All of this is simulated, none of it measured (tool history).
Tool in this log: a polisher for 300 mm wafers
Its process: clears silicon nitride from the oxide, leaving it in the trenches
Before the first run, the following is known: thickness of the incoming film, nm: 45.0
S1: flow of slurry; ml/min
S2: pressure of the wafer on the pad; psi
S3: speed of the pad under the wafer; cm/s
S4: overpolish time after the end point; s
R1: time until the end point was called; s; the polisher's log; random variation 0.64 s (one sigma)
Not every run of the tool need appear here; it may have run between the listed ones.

{"run": 1, "day": 0.0, "S1": 235, "S2": 2, "S3": 76, "S4": 46, "R1": 100.2}
{"run": 2, "day": 0.142, "S1": 235, "S2": 2, "S3": 86, "S4": 46, "R1": 87.351}
{"run": 3, "day": 0.404, "S1": 235, "S2": 2.1, "S3": 86, "S4": 46, "R1": 84.795}
{"run": 4, "day": 0.554, "S1": 280, "S2": 2.1, "S3": 86, "S4": 46, "R1": 80.399}
{"run": 5, "day": 0.892, "S1": 285, "S2": 2.2, "S3": 86, "S4": 46, "R1": 77.988}
{"run": 6, "day": 0.921, "S1": 285, "S2": 2.3, "S3": 86, "S4": 46, "R1": 74.492}

Predict the results of run 7:
{"run": 7, "day": 0.954, "S1": 285, "S2": 2.4, "S3": 86, "S4": 46, "R1": "?"}

Logged for run 7: R1 73.233 s.
